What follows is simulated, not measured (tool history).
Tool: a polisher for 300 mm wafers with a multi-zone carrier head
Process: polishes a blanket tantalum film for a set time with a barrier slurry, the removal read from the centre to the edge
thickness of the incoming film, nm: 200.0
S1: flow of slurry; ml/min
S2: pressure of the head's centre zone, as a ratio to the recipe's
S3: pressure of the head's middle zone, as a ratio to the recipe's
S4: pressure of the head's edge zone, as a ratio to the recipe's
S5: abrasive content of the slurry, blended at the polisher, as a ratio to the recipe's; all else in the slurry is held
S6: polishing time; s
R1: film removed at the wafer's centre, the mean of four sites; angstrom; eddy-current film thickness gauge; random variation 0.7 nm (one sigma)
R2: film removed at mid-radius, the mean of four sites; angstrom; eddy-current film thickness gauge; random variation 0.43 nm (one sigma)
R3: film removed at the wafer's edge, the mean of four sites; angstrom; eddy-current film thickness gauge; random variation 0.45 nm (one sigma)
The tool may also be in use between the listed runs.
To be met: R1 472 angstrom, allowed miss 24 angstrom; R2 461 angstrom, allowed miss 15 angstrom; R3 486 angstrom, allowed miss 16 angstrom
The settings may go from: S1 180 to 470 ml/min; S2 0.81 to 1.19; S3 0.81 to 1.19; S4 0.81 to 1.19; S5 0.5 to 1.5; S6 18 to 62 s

run,hour,S1,S2,S3,S4,S5,S6,R1,R2,R3
1,0,300,1,1,1,1,40,610.11,650.99,653.4
2,6.6,300,1,0.97,0.97,0.9,39,610.57,596.33,591.72
3,8.4,300,1,0.97,0.93,0.9,39,584.49,605.69,585.5
4,11.1,290,0.96,0.94,0.93,0.85,39,554.15,568.56,575.68
5,14.1,285,0.94,0.92,0.91,0.75,39,519.62,528.61,545.5
6,16.1,285,0.94,0.92,0.91,0.75,32,424.78,447.54,452.65
7,23.4,290,0.95,0.92,0.93,0.75,32,434.74,435.93,449.72
8,24.4,290,0.96,0.92,0.95,0.8,32,451.45,461.87,461.58

4 next moves are on the table. One of them brings every result within its allowed miss. Which?
A,25.4,350,0.94,0.85,0.88,0.9,33,?,?,?
B,25.4,300,1.03,0.98,0.94,1.15,28,?,?,?
C,25.4,350,0.99,0.92,0.87,0.75,33,?,?,?
D,25.4,200,0.86,0.91,1.01,0.7,37,?,?,?

move,R1,R2,R3
A,474.75,452.91,493.92
B,466.55,456.82,456.97
C,472.62,456.54,463.6
D,424.84,471.58,524.28
A: meets every target
B: further off than the last run
C: nearer than the last run, and not there yet
D: takes the result that was furthest off past its target
Answer: A
